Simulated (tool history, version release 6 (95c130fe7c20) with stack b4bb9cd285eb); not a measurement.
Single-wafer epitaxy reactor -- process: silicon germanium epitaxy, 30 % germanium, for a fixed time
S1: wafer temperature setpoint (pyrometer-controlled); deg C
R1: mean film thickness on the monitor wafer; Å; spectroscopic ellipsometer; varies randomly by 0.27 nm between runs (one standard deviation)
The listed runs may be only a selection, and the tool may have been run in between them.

{"run": 1, "day": 0.0, "S1": 580, "chamber pressure (Pa)": 3240, "R1": 441.8}
{"run": 2, "day": 0.304, "S1": 580, "chamber pressure (Pa)": 3466, "R1": 455.2}
{"run": 3, "day": 0.467, "S1": 582, "chamber pressure (Pa)": 3466, "R1": 470.6}
{"run": 4, "day": 0.771, "S1": 573, "chamber pressure (Pa)": 3466, "R1": 395.9}
{"run": 5, "day": 0.892, "S1": 576, "chamber pressure (Pa)": 3480, "R1": 417.57}
{"run": 6, "day": 1.017, "S1": 579, "chamber pressure (Pa)": 3493, "R1": 442.55}
{"run": 7, "day": 1.238, "S1": 581, "chamber pressure (Pa)": 3506, "R1": 464.69}
{"run": 8, "day": 1.367, "S1": 583, "chamber pressure (Pa)": 3506, "R1": 489.29}

Run 9, settings as shown, results not yet in. Your forecast:
{"run": 9, "day": 1.479, "S1": 584, "chamber pressure (Pa)": 3506, "R1": "?"}

Run 9 produced R1 496.58 Å.
